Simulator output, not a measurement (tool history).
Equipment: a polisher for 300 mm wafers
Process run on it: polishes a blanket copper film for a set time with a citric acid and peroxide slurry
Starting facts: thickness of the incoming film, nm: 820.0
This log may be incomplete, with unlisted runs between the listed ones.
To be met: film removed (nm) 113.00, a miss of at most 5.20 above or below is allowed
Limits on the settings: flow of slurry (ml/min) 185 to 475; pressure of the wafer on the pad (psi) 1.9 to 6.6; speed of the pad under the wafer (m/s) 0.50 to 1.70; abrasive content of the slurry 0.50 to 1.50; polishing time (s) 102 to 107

| run | hour | flow of slurry (ml/min) | pressure of the wafer on the pad (psi) | speed of the pad under the wafer (m/s) | abrasive content of the slurry | polishing time (s) | film removed (nm) |
|---|---|---|---|---|---|---|---|
| 1 | 0.0 | 305 | 4.2 | 1.10 | 1.00 | 102 | 293.09 |
| 2 | 1.6 | 305 | 4.2 | 1.10 | 1.20 | 102 | 303.17 |
| 3 | 3.7 | 305 | 4.2 | 1.10 | 1.20 | 102 | 301.22 |
| 4 | 10.0 | 305 | 4.2 | 0.94 | 1.20 | 102 | 268.70 |
| 5 | 16.4 | 300 | 3.4 | 0.80 | 1.20 | 102 | 190.17 |
| 6 | 24.8 | 300 | 3.4 | 0.80 | 1.20 | 102 | 192.97 |
| 7 | 29.0 | 300 | 2.9 | 0.74 | 1.20 | 102 | 154.16 |
| 8 | 34.1 | 300 | 1.9 | 0.72 | 1.20 | 102 | 103.77 |
| 9 | 35.6 | 300 | 2.0 | 0.72 | 1.20 | 102 | 106.70 |

4 next moves are on the table. One of them brings every result within its allowed miss. Which?
| A | 37.1 | 235 | 2.5 | 0.66 | 1.00 | 107 | ? |
| B | 37.1 | 305 | 2.1 | 0.80 | 1.05 | 107 | ? |
| C | 37.1 | 320 | 2.1 | 0.72 | 1.05 | 105 | ? |
| D | 37.1 | 330 | 2.2 | 0.78 | 1.10 | 102 | ? |

| move | film removed (nm) |
|---|---|
| A | 122.56 |
| B | 125.59 |
| C | 114.05 |
| D | 124.53 |
A: takes the biggest miss from the last run beyond its target
B: takes the biggest miss from the last run beyond its target
C: all results in spec
D: takes the biggest miss from the last run beyond its target
Answer: C
